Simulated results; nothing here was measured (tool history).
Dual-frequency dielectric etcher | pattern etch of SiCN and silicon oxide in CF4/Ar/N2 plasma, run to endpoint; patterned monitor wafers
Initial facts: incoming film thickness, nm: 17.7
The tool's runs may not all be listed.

run	hour	source power (kW)	bias power (kW)	Ar flow (sccm)	CF4 flow (sccm)	endpoint time (s)
1	0.0	0.430	0.078	130	75	20.582
2	4.1	0.400	0.077	131	75	21.767
3	10.2	0.340	0.077	131	75	24.296
4	11.0	0.340	0.077	110	75	24.046
5	17.5	0.330	0.075	111	74	24.729
6	20.0	0.320	0.073	112	73	25.434
7	26.5	0.310	0.072	113	73	26.261
8	27.9	0.300	0.071	113	73	27.315
9	30.3	0.290	0.071	113	73	27.905

Run 10, settings as shown, results not yet in. Your forecast:
10	37.0	0.280	0.071	113	73	?

{"run 10": {"endpoint time (s)": 28.407}}
